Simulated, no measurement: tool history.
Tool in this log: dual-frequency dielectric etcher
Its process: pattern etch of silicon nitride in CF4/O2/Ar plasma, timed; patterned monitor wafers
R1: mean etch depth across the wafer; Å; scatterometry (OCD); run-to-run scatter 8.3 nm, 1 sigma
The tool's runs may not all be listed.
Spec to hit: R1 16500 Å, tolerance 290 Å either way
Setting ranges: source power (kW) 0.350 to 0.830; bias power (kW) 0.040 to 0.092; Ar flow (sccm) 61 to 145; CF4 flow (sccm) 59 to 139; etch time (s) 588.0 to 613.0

Run 1, hour 0.0: source power (kW) 0.590, bias power (kW) 0.066, Ar flow (sccm) 103, CF4 flow (sccm) 99, etch time (s) 588.0. Result: R1 15169 Å.
Run 2, hour 4.8: source power (kW) 0.550, bias power (kW) 0.066, Ar flow (sccm) 103, CF4 flow (sccm) 99, etch time (s) 588.0. Result: R1 14423 Å.
Run 3, hour 8.5: source power (kW) 0.550, bias power (kW) 0.066, Ar flow (sccm) 90, CF4 flow (sccm) 99, etch time (s) 588.0. Result: R1 14523 Å.
Run 4, hour 14.1: source power (kW) 0.510, bias power (kW) 0.066, Ar flow (sccm) 90, CF4 flow (sccm) 99, etch time (s) 588.0. Result: R1 13785 Å.
At hour 20.6: bias power generator calibrated.
Run 5, hour 20.6: source power (kW) 0.550, bias power (kW) 0.066, Ar flow (sccm) 90, CF4 flow (sccm) 99, etch time (s) 588.0. Result: R1 14558 Å.
Run 6, hour 22.3: source power (kW) 0.550, bias power (kW) 0.066, Ar flow (sccm) 90, CF4 flow (sccm) 99, etch time (s) 613.0. Result: R1 15173 Å.
Run 7, hour 23.8: source power (kW) 0.570, bias power (kW) 0.066, Ar flow (sccm) 90, CF4 flow (sccm) 99, etch time (s) 613.0. Result: R1 15630 Å.
Run 8, hour 32.2: source power (kW) 0.580, bias power (kW) 0.066, Ar flow (sccm) 90, CF4 flow (sccm) 99, etch time (s) 613.0. Result: R1 15691 Å.
Run 9, hour 41.1: source power (kW) 0.590, bias power (kW) 0.066, Ar flow (sccm) 90, CF4 flow (sccm) 99, etch time (s) 613.0. Result: R1 15976 Å.
Run 10, hour 48.1: source power (kW) 0.600, bias power (kW) 0.066, Ar flow (sccm) 90, CF4 flow (sccm) 99, etch time (s) 613.0. Result: R1 16064 Å.

Which one of the following 4 next-run settings gets every result inside its allowed miss? There is exactly one.
Run A, hour 55.1: source power (kW) 0.610, bias power (kW) 0.067, Ar flow (sccm) 86, CF4 flow (sccm) 95, etch time (s) 610.0. Result: R1 ?.
Run B, hour 55.1: source power (kW) 0.540, bias power (kW) 0.073, Ar flow (sccm) 61, CF4 flow (sccm) 115, etch time (s) 596.0. Result: R1 ?.
Run C, hour 55.1: source power (kW) 0.590, bias power (kW) 0.070, Ar flow (sccm) 99, CF4 flow (sccm) 100, etch time (s) 597.5. Result: R1 ?.
Run D, hour 55.1: source power (kW) 0.650, bias power (kW) 0.068, Ar flow (sccm) 93, CF4 flow (sccm) 88, etch time (s) 611.0. Result: R1 ?.

move     R1
   A  16617
   B  16056
   C  15876
   D  17271
A: hits every target within its allowed miss
B: about the same distance from the targets as the last run
C: further off than the last run
D: takes the result that was furthest off past its target
Correct choice: A, which meets every target

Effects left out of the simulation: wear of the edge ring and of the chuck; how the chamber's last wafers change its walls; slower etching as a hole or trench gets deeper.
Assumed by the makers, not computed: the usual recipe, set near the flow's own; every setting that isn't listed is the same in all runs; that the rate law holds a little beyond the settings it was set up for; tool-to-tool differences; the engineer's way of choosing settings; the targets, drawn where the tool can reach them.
